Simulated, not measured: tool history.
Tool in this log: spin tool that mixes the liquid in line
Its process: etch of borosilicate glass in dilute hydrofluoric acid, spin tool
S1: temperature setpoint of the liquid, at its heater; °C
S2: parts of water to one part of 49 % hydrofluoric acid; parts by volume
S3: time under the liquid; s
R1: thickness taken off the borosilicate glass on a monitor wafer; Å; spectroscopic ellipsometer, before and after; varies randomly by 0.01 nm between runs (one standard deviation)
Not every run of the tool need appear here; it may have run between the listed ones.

{"run": 1, "day": 0.0, "S1": 25, "S2": 230, "S3": 15, "R1": 21.174}
{"run": 2, "day": 0.296, "S1": 24, "S2": 230, "S3": 15, "R1": 20.59}
{"run": 3, "day": 0.512, "S1": 24, "S2": 230, "S3": 15, "R1": 20.322}
{"run": 4, "day": 0.562, "S1": 23, "S2": 230, "S3": 15, "R1": 19.572}
{"run": 5, "day": 0.883, "S1": 22, "S2": 230, "S3": 15, "R1": 18.864}
{"run": 6, "day": 1.167, "S1": 21.5, "S2": 230, "S3": 15, "R1": 18.593}
{"run": 7, "day": 1.508, "S1": 21, "S2": 230, "S3": 15, "R1": 18.053}

For run 8, what comes out?
{"run": 8, "day": 1.588, "S1": 20.5, "S2": 230, "S3": 15, "R1": "?"}

{"run 8": {"R1": 17.929}}
